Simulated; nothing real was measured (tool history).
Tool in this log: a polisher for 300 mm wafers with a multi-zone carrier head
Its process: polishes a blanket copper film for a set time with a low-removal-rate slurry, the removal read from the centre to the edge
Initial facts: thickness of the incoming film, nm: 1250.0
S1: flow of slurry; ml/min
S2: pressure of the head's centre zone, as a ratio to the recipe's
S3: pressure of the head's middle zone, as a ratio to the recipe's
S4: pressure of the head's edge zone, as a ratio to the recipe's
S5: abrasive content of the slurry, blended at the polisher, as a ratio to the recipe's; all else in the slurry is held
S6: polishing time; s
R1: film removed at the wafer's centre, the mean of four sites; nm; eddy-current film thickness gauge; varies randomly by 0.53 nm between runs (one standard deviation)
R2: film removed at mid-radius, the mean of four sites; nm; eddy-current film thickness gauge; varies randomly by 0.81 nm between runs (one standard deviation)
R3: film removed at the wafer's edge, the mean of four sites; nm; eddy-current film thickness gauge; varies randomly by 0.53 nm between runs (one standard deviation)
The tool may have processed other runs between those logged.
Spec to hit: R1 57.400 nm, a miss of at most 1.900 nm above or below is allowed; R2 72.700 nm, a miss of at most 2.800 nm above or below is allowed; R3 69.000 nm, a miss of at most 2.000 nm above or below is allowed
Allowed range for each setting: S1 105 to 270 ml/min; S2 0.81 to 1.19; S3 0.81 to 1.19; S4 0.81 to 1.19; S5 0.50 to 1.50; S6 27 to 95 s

Run 1, hour 0.0: S1 175 ml/min, S2 1.00, S3 1.00, S4 1.00, S5 1.00, S6 61 s. Result: R1 100.290 nm, R2 100.120 nm, R3 100.440 nm.
Run 2, hour 3.2: S1 175 ml/min, S2 0.95, S3 1.00, S4 1.00, S5 1.00, S6 61 s. Result: R1 94.409 nm, R2 97.310 nm, R3 101.210 nm.
Run 3, hour 11.8: S1 175 ml/min, S2 0.95, S3 1.00, S4 1.07, S5 1.00, S6 61 s. Result: R1 96.406 nm, R2 97.965 nm, R3 103.840 nm.
Run 4, hour 17.4: S1 175 ml/min, S2 0.95, S3 1.00, S4 1.07, S5 0.85, S6 61 s. Result: R1 94.504 nm, R2 96.479 nm, R3 99.926 nm.
Run 5, hour 24.2: S1 215 ml/min, S2 0.95, S3 1.00, S4 1.07, S5 0.85, S6 61 s. Result: R1 96.488 nm, R2 99.247 nm, R3 101.900 nm.
Run 6, hour 33.0: S1 205 ml/min, S2 0.91, S3 1.02, S4 1.06, S5 0.75, S6 57 s. Result: R1 83.594 nm, R2 93.744 nm, R3 93.312 nm.
Run 7, hour 34.9: S1 200 ml/min, S2 0.89, S3 1.01, S4 1.02, S5 0.70, S6 54 s. Result: R1 77.274 nm, R2 86.562 nm, R3 87.086 nm.
Run 8, hour 42.1: S1 195 ml/min, S2 0.87, S3 1.02, S4 0.99, S5 0.65, S6 52 s. Result: R1 71.485 nm, R2 81.555 nm, R3 80.858 nm.
Run 9, hour 47.9: S1 185 ml/min, S2 0.85, S3 1.03, S4 0.98, S5 0.60, S6 51 s. Result: R1 67.129 nm, R2 79.952 nm, R3 76.403 nm.
Run 10, hour 53.3: S1 175 ml/min, S2 0.84, S3 1.03, S4 0.99, S5 0.55, S6 50 s. Result: R1 64.532 nm, R2 75.336 nm, R3 75.169 nm.
Run 11, hour 59.0: S1 165 ml/min, S2 0.83, S3 1.05, S4 0.99, S5 0.55, S6 49 s. Result: R1 61.268 nm, R2 74.115 nm, R3 72.846 nm.
Run 12, hour 66.1: S1 160 ml/min, S2 0.82, S3 1.06, S4 0.98, S5 0.55, S6 49 s. Result: R1 60.948 nm, R2 75.575 nm, R3 72.024 nm.
Run 13, hour 73.2: S1 155 ml/min, S2 0.82, S3 1.07, S4 0.98, S5 0.55, S6 49 s. Result: R1 60.271 nm, R2 75.624 nm, R3 72.008 nm.

Next run, 4 choices. One meets every target within its allowed miss, the rest don't. Which?
Run A, hour 80.3: S1 115 ml/min, S2 0.86, S3 1.14, S4 1.03, S5 0.55, S6 48 s. Result: R1 ?, R2 ?, R3 ?.
Run B, hour 80.3: S1 145 ml/min, S2 0.81, S3 1.06, S4 1.07, S5 0.60, S6 48 s. Result: R1 ?, R2 ?, R3 ?.
Run C, hour 80.3: S1 160 ml/min, S2 0.81, S3 1.08, S4 1.16, S5 0.50, S6 48 s. Result: R1 ?, R2 ?, R3 ?.
Run D, hour 80.3: S1 180 ml/min, S2 0.85, S3 1.03, S4 1.00, S5 0.85, S6 45 s. Result: R1 ?, R2 ?, R3 ?.

move      R1      R2      R3
   A  58.295  74.147  68.661
   B  58.232  74.257  72.826
   C  58.043  74.852  74.730
   D  62.429  73.979  71.319
A: every result within its allowed miss
B: the worst result of the last run now meets its target, but another is out of spec
C: the worst result of the last run now meets its target, but another is out of spec
D: lands further from the targets than the last run did
So the answer is move A, the one that meets all the targets.

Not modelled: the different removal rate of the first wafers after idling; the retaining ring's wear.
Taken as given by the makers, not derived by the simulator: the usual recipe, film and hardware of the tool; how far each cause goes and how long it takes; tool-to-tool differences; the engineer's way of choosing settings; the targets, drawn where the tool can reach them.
